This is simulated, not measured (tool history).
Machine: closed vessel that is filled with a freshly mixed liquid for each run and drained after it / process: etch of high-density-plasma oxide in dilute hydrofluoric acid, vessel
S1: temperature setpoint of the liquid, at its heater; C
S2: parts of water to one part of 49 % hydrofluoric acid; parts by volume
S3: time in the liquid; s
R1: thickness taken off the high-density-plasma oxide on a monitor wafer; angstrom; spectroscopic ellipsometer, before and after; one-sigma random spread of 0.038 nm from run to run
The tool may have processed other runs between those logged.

run 1 hour=0 | S1=23 S2=65 S3=75 | R1=68.182
run 2 hour=2.7 | S1=23.5 S2=65 S3=75 | R1=70.42
run 3 hour=8.4 | S1=24 S2=65 S3=75 | R1=71.047
run 4 hour=12.3 | S1=24 S2=65 S3=55 | R1=52.345
run 5 hour=13.3 | S1=24 S2=45 S3=55 | R1=77.828
run 6 hour=17.4 | S1=21.5 S2=45 S3=55 | R1=70.232
run 7 hour=24 | S1=22 S2=45 S3=55 | R1=71.486

The next listed run, before its measurement:
run 8 hour=27.5 | S1=22.5 S2=45 S3=55 | R1=?

R1: 73.5 angstrom
